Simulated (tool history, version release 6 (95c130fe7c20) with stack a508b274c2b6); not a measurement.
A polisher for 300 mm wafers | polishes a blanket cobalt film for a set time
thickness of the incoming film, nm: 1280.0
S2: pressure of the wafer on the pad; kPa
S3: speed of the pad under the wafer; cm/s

Run 1, hour 0: flow of slurry (ml/min) 320, S2 11.7 kPa, S3 124 cm/s, polishing time (s) 64. Result: film removed (nm) 378.27.
Run 2, hour 6.2: flow of slurry (ml/min) 320, S2 11.7 kPa, S3 124 cm/s, polishing time (s) 67. Result: film removed (nm) 389.22.
Run 3, hour 9.1: flow of slurry (ml/min) 320, S2 11.7 kPa, S3 124 cm/s, polishing time (s) 64. Result: film removed (nm) 379.34.
Run 4, hour 9.7: flow of slurry (ml/min) 325, S2 13.1 kPa, S3 124 cm/s, polishing time (s) 64. Result: film removed (nm) 416.72.
Run 5, hour 13.2: flow of slurry (ml/min) 325, S2 13.1 kPa, S3 124 cm/s, polishing time (s) 64. Result: film removed (nm) 418.94.
Run 6, hour 16.4: flow of slurry (ml/min) 385, S2 13.1 kPa, S3 124 cm/s, polishing time (s) 64. Result: film removed (nm) 422.62.
Run 7, hour 23.9: flow of slurry (ml/min) 385, S2 13.8 kPa, S3 124 cm/s, polishing time (s) 64. Result: film removed (nm) 439.53.
Run 8, hour 28.6: flow of slurry (ml/min) 385, S2 13.8 kPa, S3 124 cm/s, polishing time (s) 64. Result: film removed (nm) 440.79.

The next listed run, before its measurement:
Run 9, hour 30.4: flow of slurry (ml/min) 385, S2 14.5 kPa, S3 124 cm/s, polishing time (s) 64. Result: film removed (nm) ?.

Run 9 gave film removed (nm) 461.86.
